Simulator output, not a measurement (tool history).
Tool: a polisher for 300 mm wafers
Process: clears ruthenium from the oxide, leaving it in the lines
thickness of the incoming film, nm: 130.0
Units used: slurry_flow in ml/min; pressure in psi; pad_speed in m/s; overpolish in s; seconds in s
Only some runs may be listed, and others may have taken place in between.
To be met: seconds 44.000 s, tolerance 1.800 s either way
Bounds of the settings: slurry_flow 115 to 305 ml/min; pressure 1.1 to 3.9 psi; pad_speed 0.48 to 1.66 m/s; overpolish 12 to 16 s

run,hour,slurry_flow,pressure,pad_speed,overpolish,seconds
1,0.0,195,2.5,1.06,16,79.133
2,8.6,195,2.5,1.06,12,78.512
3,15.3,195,2.9,1.06,12,70.236
4,18.9,200,3.2,1.10,12,61.680
5,23.1,200,3.2,1.10,12,62.714
6,31.2,200,3.2,1.10,16,62.582
7,36.8,200,3.2,1.10,16,62.073
8,41.2,200,3.4,1.14,16,58.170
9,43.8,205,3.5,1.18,16,54.882
10,45.0,205,3.9,1.28,16,46.570

Which single option among these 4 for the next run brings every result within its allowed miss of target? Just one does.
A,46.2,280,3.8,1.34,15,?
B,46.2,180,3.8,1.26,16,?
C,46.2,300,3.9,1.10,12,?
D,46.2,205,3.8,1.24,14,?

move,seconds
A,43.493
B,48.570
C,49.987
D,48.271
A: all results in spec
B: the biggest miss grows against the last run
C: the biggest miss grows against the last run
D: the biggest miss grows against the last run
The move that meets every target is A.

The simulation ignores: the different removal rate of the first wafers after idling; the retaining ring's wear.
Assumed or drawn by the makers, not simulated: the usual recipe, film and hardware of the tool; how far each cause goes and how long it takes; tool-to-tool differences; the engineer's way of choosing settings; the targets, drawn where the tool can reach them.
